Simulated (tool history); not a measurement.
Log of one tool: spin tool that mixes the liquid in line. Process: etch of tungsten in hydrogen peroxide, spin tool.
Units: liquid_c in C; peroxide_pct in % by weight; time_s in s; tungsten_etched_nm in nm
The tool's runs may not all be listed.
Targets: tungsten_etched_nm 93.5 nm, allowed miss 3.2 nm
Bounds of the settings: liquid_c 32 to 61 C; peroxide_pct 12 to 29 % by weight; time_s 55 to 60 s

{"run": 1, "hour": 0.0, "liquid_c": 45, "peroxide_pct": 19.5, "time_s": 55, "tungsten_etched_nm": 31.315}
{"run": 2, "hour": 8.8, "liquid_c": 45, "peroxide_pct": 16, "time_s": 55, "tungsten_etched_nm": 28.579}
{"run": 3, "hour": 10.9, "liquid_c": 45, "peroxide_pct": 12, "time_s": 55, "tungsten_etched_nm": 24.21}
{"run": 4, "hour": 16.8, "liquid_c": 45, "peroxide_pct": 15, "time_s": 55, "tungsten_etched_nm": 27.404}
{"run": 5, "hour": 24.6, "liquid_c": 46.5, "peroxide_pct": 15.5, "time_s": 55, "tungsten_etched_nm": 30.213}
{"run": 6, "hour": 25.3, "liquid_c": 46.5, "peroxide_pct": 18.5, "time_s": 55, "tungsten_etched_nm": 33.583}
{"hour": 32.3, "done": "thermometer replaced"}
{"run": 7, "hour": 32.3, "liquid_c": 48, "peroxide_pct": 19, "time_s": 55, "tungsten_etched_nm": 41.845}
{"run": 8, "hour": 40.6, "liquid_c": 49, "peroxide_pct": 19, "time_s": 55, "tungsten_etched_nm": 45.19}
{"run": 9, "hour": 47.3, "liquid_c": 57, "peroxide_pct": 19.5, "time_s": 55, "tungsten_etched_nm": 73.539}
{"run": 10, "hour": 53.2, "liquid_c": 57, "peroxide_pct": 19.5, "time_s": 55, "tungsten_etched_nm": 73.73}

4 next moves are on the table. One of them brings every result within its allowed miss. Which?
{"run": "A", "hour": 59.1, "liquid_c": 58, "peroxide_pct": 19.5, "time_s": 60, "tungsten_etched_nm": "?"}
{"run": "B", "hour": 59.1, "liquid_c": 59.5, "peroxide_pct": 19.5, "time_s": 60, "tungsten_etched_nm": "?"}
{"run": "C", "hour": 59.1, "liquid_c": 58, "peroxide_pct": 20, "time_s": 60, "tungsten_etched_nm": "?"}
{"run": "D", "hour": 59.1, "liquid_c": 60, "peroxide_pct": 22.5, "time_s": 60, "tungsten_etched_nm": "?"}

move=A tungsten_etched_nm=84.989
move=B tungsten_etched_nm=92.706
move=C tungsten_etched_nm=86.072
move=D tungsten_etched_nm=102.49
A: nearer than the last run, and not there yet
B: meets every target
C: nearer than the last run, and not there yet
D: takes the result that was furthest off past its target
Answer: B
